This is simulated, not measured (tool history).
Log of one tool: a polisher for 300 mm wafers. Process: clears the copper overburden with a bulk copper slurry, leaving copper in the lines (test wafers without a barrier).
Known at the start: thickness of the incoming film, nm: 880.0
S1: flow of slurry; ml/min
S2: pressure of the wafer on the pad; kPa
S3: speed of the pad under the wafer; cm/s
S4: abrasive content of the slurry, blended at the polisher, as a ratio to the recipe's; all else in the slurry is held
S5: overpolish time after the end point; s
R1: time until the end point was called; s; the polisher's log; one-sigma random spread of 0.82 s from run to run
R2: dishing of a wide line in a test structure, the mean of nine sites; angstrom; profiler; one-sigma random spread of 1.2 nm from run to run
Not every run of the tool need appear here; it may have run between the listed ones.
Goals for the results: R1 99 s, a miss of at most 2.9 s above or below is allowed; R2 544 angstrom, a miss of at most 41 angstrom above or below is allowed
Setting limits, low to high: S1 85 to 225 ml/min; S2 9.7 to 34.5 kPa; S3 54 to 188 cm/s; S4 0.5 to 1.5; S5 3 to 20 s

run    day   S1    S2   S3   S4  S5      R1      R2
  1      0  145  22.1  120    1  10  66.371  679.54
  2  0.317  145  22.1  120  1.1  10  64.373  692.07
  3  0.467  140    20  120  1.1  10  71.126  627.11
  4  0.654  135  18.6  120  1.1  11  76.558   651.1
  5  0.771  135  18.6  120  1.1  15  76.952  772.14
  6  0.892  135  18.6  120  1.2  15  75.598   732.9
  7  1.104  130  17.2  120  1.2  15  82.629  721.59
  8  1.254  125  16.5  120  1.2  14  86.252  669.27
  9  1.475  120  15.9  120  1.2  13  89.672  619.67
 10  1.758  115  15.9  120  1.2  13  90.591  648.31
 11  2.125  115  15.2  120  1.2  12  93.698  568.81
 12  2.262  100  14.5  120  1.2  12  103.85  529.07
 13  2.379  105  14.5  120  1.2  12  103.62  535.83

Which of these 5 next moves meets every target?
  A  2.496  130  13.1  146   1.1   9   ?   ?
  B  2.496  100  20.7   78  1.15  12   ?   ?
  C  2.496  115  12.4  132  1.15  10   ?   ?
  D  2.496  110  13.8  130   1.2   9   ?   ?
  E  2.496  135    11  150   1.3  13   ?   ?

move      R1      R2
   A  88.983  465.94
   B  111.33  511.24
   C   105.3  442.19
   D  96.876  439.84
   E  97.403  550.48
A: pushes the last run's worst result past its target
B: moves away from the targets compared with the last run
C: moves away from the targets compared with the last run
D: brings the result that was furthest off to its target, and leaves another outside
E: all results land within tolerance of their targets
Answer: E
